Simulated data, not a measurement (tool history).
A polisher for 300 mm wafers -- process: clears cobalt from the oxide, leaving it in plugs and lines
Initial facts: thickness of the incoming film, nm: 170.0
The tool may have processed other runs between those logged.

run  hour  flow of slurry (ml/min)  pressure of the wafer on the pad (kPa)  speed of the pad under the wafer (m/s)  overpolish time after the end point (s)  time until the end point was called (s)  dishing of a wide line in a test structure (angstrom)
  1     0                      215                                    16.5                                    1.26                                       10                                   16.799                                                 658.59
  2     6                      215                                      20                                    1.26                                       10                                   14.542                                                 711.44
  3  14.2                      215                                      20                                    1.16                                       10                                   15.025                                                 691.07
  4  16.9                      215                                    20.7                                    1.18                                       11                                   14.517                                                 753.09
  5  23.8                      170                                    20.7                                    1.18                                       11                                   15.191                                                 734.43
  6  30.4                      175                                    21.4                                    1.18                                       11                                   14.453                                                 742.91
  7  32.1                      180                                    22.1                                    1.18                                       11                                   14.071                                                 777.75
  8  39.5                      180                                    22.1                                    1.18                                       11                                   14.128                                                 724.75
  9  40.5                      185                                    22.8                                     1.2                                       12                                   13.599                                                 810.13

Run 10, settings as shown, results not yet in. Your forecast:
 10  48.4                      185                                    23.4                                     1.2                                       12                                        ?                                                      ?

{"run 10": {"time until the end point was called (s)": 13.555, "dishing of a wide line in a test structure (angstrom)": 828.28}}
